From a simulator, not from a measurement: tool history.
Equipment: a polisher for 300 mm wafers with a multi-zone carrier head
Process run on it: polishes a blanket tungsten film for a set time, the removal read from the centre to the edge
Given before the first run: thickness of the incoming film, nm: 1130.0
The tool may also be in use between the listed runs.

run,hour,flow of slurry (ml/min),pressure of the head's centre zone,pressure of the head's middle zone,pressure of the head's edge zone,abrasive content of the slurry,polishing time (s),film removed at the wafer's centre (nm),film removed at mid-radius (nm),film removed at the wafer's edge (nm)
1,0.0,135,1.00,1.00,1.00,1.00,50,252.62,253.62,254.16
2,6.5,140,0.99,1.02,1.02,1.10,52,271.14,278.36,281.41
3,8.6,140,0.99,1.02,0.95,1.10,52,268.62,275.18,264.27
4,13.6,140,0.99,1.02,0.95,1.25,52,277.59,286.42,276.31
5,17.3,140,0.99,1.07,0.95,1.25,52,284.20,298.71,278.65
6,23.8,140,0.99,1.07,0.99,1.25,52,278.42,306.25,279.98
7,29.6,145,0.99,1.07,1.01,1.30,54,301.69,317.18,299.96
8,35.5,145,0.98,1.08,1.03,1.35,56,309.99,337.62,313.75

Expected results for the next run?
9,36.3,145,0.98,1.08,1.03,1.35,56,?,?,?

{"run 9": {"film removed at the wafer's centre (nm)": 311.21, "film removed at mid-radius (nm)": 335.21, "film removed at the wafer's edge (nm)": 320.5}}
